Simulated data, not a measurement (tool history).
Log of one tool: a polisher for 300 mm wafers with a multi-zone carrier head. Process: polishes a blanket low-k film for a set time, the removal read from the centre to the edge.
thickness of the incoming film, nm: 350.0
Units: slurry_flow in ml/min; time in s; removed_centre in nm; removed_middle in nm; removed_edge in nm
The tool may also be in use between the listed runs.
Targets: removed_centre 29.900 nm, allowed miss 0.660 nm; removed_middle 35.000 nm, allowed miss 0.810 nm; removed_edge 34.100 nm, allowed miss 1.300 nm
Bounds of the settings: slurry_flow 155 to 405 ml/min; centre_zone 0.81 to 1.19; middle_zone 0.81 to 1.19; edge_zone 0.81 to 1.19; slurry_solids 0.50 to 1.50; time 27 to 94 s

| run | hour | slurry_flow | centre_zone | middle_zone | edge_zone | slurry_solids | time | removed_centre | removed_middle | removed_edge |
|---|---|---|---|---|---|---|---|---|---|---|
| 1 | 0.0 | 260 | 1.00 | 1.00 | 1.00 | 1.00 | 60 | 22.644 | 22.367 | 22.326 |
| 2 | 1.6 | 260 | 1.00 | 1.00 | 1.00 | 0.90 | 60 | 21.071 | 20.836 | 21.281 |
| 3 | 10.2 | 260 | 1.00 | 1.07 | 1.00 | 0.90 | 60 | 21.220 | 22.034 | 20.950 |
| 4 | 16.7 | 265 | 0.97 | 1.07 | 1.05 | 1.10 | 62 | 24.296 | 26.029 | 25.445 |
| 5 | 17.4 | 265 | 0.97 | 1.07 | 0.99 | 1.10 | 62 | 24.348 | 26.538 | 24.436 |
| 6 | 23.3 | 265 | 0.97 | 1.07 | 0.99 | 1.10 | 52 | 20.204 | 21.970 | 20.518 |
| 7 | 28.6 | 280 | 0.96 | 1.09 | 1.05 | 1.20 | 54 | 22.115 | 24.426 | 22.897 |
| 8 | 34.6 | 260 | 0.95 | 1.10 | 1.08 | 1.30 | 57 | 23.792 | 27.156 | 25.363 |
| 9 | 40.6 | 280 | 0.94 | 1.10 | 1.11 | 1.35 | 59 | 25.238 | 28.542 | 27.470 |

4 next moves are on the table. One of them brings every result within its allowed miss. Which?
| A | 46.6 | 295 | 0.83 | 1.06 | 1.19 | 1.30 | 76 | ? | ? | ? |
| B | 46.6 | 295 | 0.89 | 1.06 | 1.08 | 1.30 | 75 | ? | ? | ? |
| C | 46.6 | 260 | 0.86 | 1.10 | 1.15 | 1.25 | 80 | ? | ? | ? |
| D | 46.6 | 330 | 0.97 | 1.07 | 1.17 | 1.40 | 63 | ? | ? | ? |

| move | removed_centre | removed_middle | removed_edge |
|---|---|---|---|
| A | 28.160 | 35.267 | 36.417 |
| B | 29.817 | 34.798 | 34.192 |
| C | 29.767 | 37.154 | 36.601 |
| D | 28.560 | 30.757 | 31.176 |
A: brings the result that was furthest off to its target, and leaves another outside
B: meets every target
C: takes the result that was furthest off past its target
D: nearer than the last run, and not there yet
The right move is B.
